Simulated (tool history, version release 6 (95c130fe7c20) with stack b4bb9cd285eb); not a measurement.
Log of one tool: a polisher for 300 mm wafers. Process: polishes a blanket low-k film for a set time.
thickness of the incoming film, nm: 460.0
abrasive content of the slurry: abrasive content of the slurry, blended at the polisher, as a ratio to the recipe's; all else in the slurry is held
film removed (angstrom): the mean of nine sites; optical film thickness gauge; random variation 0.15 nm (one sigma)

run	hour	flow of slurry (ml/min)	pressure of the wafer on the pad (psi)	speed of the pad under the wafer (cm/s)	abrasive content of the slurry	polishing time (s)	film removed (angstrom)
1	0	130	2	84	1	21	85.719
2	8.7	130	1.6	84	1	21	68.459
3	10.9	130	1.6	68	1	21	57.829
4	14.2	135	2	70	1	21	72.454
5	19.8	135	2	70	1.2	21	81.075
6	28.3	165	2	70	1.2	21	82.284
7	36.3	165	2.2	70	1.2	21	90.184

The next listed run, before its measurement:
# hour 41.4: slurry nozzle cleaned
8	41.4	165	2.4	70	1.2	21	?

film removed (angstrom): 104.93
